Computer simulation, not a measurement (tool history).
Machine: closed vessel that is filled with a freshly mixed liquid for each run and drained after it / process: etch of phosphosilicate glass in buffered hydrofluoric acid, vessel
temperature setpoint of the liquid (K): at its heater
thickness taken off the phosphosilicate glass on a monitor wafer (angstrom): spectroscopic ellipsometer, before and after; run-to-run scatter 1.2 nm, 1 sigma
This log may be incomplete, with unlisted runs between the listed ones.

| run | hour | temperature setpoint of the liquid (K) | parts of 40 % ammonium fluoride to one part of 49 % hydrofluoric acid (parts by volume) | time in the liquid (s) | thickness taken off the phosphosilicate glass on a monitor wafer (angstrom) |
|---|---|---|---|---|---|
| 1 | 0 | 295.15 | 22 | 30 | 765.83 |
| 2 | 4.9 | 295.15 | 22 | 30 | 761.1 |
| 3 | 11.7 | 296.65 | 20 | 30 | 882.72 |
| 4 | 12.6 | 294.15 | 20 | 30 | 771.02 |
| 5 | 18.3 | 294.15 | 25 | 30 | 658.43 |
| 6 | 21.7 | 294.15 | 28.5 | 30 | 598.35 |
| 7 | 24 | 296.15 | 25 | 30 | 730.93 |
| 8 | 25.7 | 300.15 | 18 | 30 | 1183.5 |
| 9 | 31.2 | 300.65 | 17 | 30 | 1293.7 |
| 10 | 34.3 | 301.15 | 16.5 | 30 | 1383.2 |
| 11 | 39.3 | 301.65 | 16 | 30 | 1444.8 |
| 12 | 47.1 | 302.15 | 16 | 30 | 1479.8 |

Run 13, settings as shown, results not yet in. Your forecast:
| 13 | 54.5 | 302.15 | 15.5 | 30 | ? |

For run 13 the tool returned thickness taken off the phosphosilicate glass on a monitor wafer (angstrom) 1529.9.
